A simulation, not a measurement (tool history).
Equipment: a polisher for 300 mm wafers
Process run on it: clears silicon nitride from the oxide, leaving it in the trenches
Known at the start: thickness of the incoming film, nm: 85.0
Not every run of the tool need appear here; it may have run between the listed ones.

run,hour,flow of slurry (ml/min),pressure of the wafer on the pad (kPa),speed of the pad under the wafer (m/s),overpolish time after the end point (s),time until the end point was called (s)
1,0.0,295,22.1,0.90,36,122.46
2,7.1,350,22.1,0.90,36,121.59
3,13.0,350,20.7,0.90,36,125.40
4,19.6,350,20.7,1.10,36,103.86
5,22.6,305,20.7,1.10,36,105.76
6,26.3,305,18.6,1.08,36,120.20
7,32.4,305,17.2,1.08,36,127.19
8,40.7,305,15.9,1.08,36,141.32
9,49.7,305,10.3,1.06,36,204.22

The next listed run, before its measurement:
10,50.7,305,11.0,1.06,36,?

Logged for run 10: time until the end point was called (s) 197.91.
